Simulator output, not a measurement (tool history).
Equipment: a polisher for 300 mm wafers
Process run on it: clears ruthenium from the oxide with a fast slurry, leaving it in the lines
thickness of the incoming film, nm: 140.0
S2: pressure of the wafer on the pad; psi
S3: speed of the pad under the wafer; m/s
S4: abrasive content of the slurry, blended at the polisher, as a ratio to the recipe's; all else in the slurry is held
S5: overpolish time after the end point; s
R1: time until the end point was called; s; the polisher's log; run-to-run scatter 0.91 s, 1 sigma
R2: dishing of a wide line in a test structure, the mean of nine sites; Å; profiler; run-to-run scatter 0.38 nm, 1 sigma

{"run": 1, "hour": 0.0, "flow of slurry (ml/min)": 190, "S2": 1.7, "S3": 0.96, "S4": 1, "S5": 24, "R1": 65.533, "R2": 356.17}
{"run": 2, "hour": 6.7, "flow of slurry (ml/min)": 190, "S2": 1.7, "S3": 0.96, "S4": 1, "S5": 31, "R1": 67.873, "R2": 443.95}
{"run": 3, "hour": 11.9, "flow of slurry (ml/min)": 190, "S2": 1.7, "S3": 0.96, "S4": 0.9, "S5": 31, "R1": 70.415, "R2": 420.64}
{"run": 4, "hour": 12.4, "flow of slurry (ml/min)": 190, "S2": 1.7, "S3": 0.96, "S4": 1, "S5": 31, "R1": 67.248, "R2": 456.22}
{"run": 5, "hour": 18.6, "flow of slurry (ml/min)": 190, "S2": 1.7, "S3": 0.96, "S4": 1.15, "S5": 31, "R1": 63.078, "R2": 474.23}
{"run": 6, "hour": 22.3, "flow of slurry (ml/min)": 190, "S2": 1.7, "S3": 0.96, "S4": 1, "S5": 31, "R1": 67.183, "R2": 451.8}
{"run": 7, "hour": 31.0, "flow of slurry (ml/min)": 190, "S2": 1.5, "S3": 0.96, "S4": 1.1, "S5": 20, "R1": 71.679, "R2": 286.91}

For run 8, what comes out?
{"run": 8, "hour": 36.2, "flow of slurry (ml/min)": 190, "S2": 1.5, "S3": 0.96, "S4": 1.1, "S5": 19, "R1": "?", "R2": "?"}

{"run 8": {"R1": 72.506, "R2": 282.93}}
